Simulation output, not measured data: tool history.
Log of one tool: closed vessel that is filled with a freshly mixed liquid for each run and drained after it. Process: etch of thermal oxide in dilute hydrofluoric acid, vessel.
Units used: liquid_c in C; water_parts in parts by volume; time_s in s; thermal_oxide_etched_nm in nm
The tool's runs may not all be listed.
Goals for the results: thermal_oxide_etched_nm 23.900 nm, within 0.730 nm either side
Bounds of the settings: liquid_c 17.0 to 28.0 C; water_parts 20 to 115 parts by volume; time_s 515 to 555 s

run	day	liquid_c	water_parts	time_s	thermal_oxide_etched_nm
1	0.000	20.0	65	515	29.017
2	0.283	22.5	65	515	32.185
3	0.567	21.0	65	515	30.654
4	0.775	21.0	65	555	32.578
5	1.125	21.0	65	515	30.011
6	1.496	21.0	65	555	32.377
7	1.775	20.0	65	555	30.767
8	2.121	19.5	65	555	30.357
9	2.450	19.0	65	555	30.043
10	2.629	18.5	65	555	29.468
11	2.867	18.0	65	555	28.352
12	2.996	17.5	70	555	25.963
13	3.042	17.0	70	555	25.132

Exactly one of the 5 candidate moves below puts every result within its allowed miss. Which one?
A	3.088	17.0	60	525	?
B	3.088	17.5	75	525	?
C	3.088	19.0	70	530	?
D	3.088	19.5	75	550	?
E	3.088	17.5	70	515	?

move	thermal_oxide_etched_nm
A	27.832
B	22.377
C	25.939
D	25.511
E	23.648
A: lands further from the targets than the last run did
B: takes the result that was furthest off past its target
C: lands further from the targets than the last run did
D: lands further from the targets than the last run did
E: all results land within tolerance of their targets
Correct choice: E, which meets every target
